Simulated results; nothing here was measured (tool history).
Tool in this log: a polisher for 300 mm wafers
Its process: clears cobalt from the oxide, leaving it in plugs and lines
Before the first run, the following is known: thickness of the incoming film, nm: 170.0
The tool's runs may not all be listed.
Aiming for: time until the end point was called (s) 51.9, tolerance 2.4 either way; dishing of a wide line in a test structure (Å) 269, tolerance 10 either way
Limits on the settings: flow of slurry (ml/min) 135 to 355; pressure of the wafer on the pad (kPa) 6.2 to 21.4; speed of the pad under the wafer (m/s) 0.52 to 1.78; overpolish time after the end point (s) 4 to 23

run,hour,flow of slurry (ml/min),pressure of the wafer on the pad (kPa),speed of the pad under the wafer (m/s),overpolish time after the end point (s),time until the end point was called (s),dishing of a wide line in a test structure (Å)
1,0,225,13.8,1.14,12,32.26,376.91
2,8,225,12.4,1.14,12,36.065,348.53
3,9.2,190,12.4,1.14,12,36.691,355.57
4,14.5,165,12.4,1.14,12,36.766,346
5,15.7,165,12.4,1.14,15,36.883,393.33
6,20.1,165,13.8,1.14,15,33.706,418.35
7,21.5,165,12.4,1.14,14,36.206,373.1
8,29.8,165,11.7,1.14,14,39.058,365.37
9,31.9,170,8.3,1.1,11,56.665,239.79

Which single option among these 4 for the next run brings every result within its allowed miss of target? Just one does.
A,34,135,8.3,0.98,12,?,?
B,34,170,9.7,1.02,11,?,?
C,34,150,8.3,0.98,12,?,?
D,34,230,11,0.86,12,?,?

move,time until the end point was called (s),dishing of a wide line in a test structure (Å)
A,65.575,219.6
B,51.927,246.69
C,64.058,223.82
D,51.444,265.91
A: lands further from the targets than the last run did
B: moves toward the targets from the last run without getting all of them in spec
C: lands further from the targets than the last run did
D: meets every target
So the answer is move D, the one that meets all the targets.
